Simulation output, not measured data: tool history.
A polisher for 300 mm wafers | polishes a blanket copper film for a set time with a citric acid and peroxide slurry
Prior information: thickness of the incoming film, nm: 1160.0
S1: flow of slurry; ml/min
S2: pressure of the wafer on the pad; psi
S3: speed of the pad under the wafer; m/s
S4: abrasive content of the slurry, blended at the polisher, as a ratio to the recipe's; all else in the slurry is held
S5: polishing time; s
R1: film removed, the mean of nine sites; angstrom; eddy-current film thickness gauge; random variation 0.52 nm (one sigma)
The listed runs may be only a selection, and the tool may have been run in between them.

run    day   S1   S2    S3    S4  S5      R1
  1      0  120  3.2  1.14     1  37   896.2
  2  0.246  120  3.2  1.14   0.9  37  879.93
  3  0.412  100  3.2  1.14   0.9  37  856.17
  4  0.671  100    3  1.14   0.9  37  793.46
  5  1.021  100    3  1.14  0.95  37  811.54
  6  1.262   85    3  1.14  0.95  37  761.57
  7  1.508   85    3  1.14  0.95  37  789.08
  8  1.704   85  2.8  1.14  0.95  37  723.07

Run 9, settings as shown, results not yet in. Your forecast:
  9  1.738  85  2.7  1.14  0.95  37   ?

Run 9 yielded R1 716.11 angstrom.
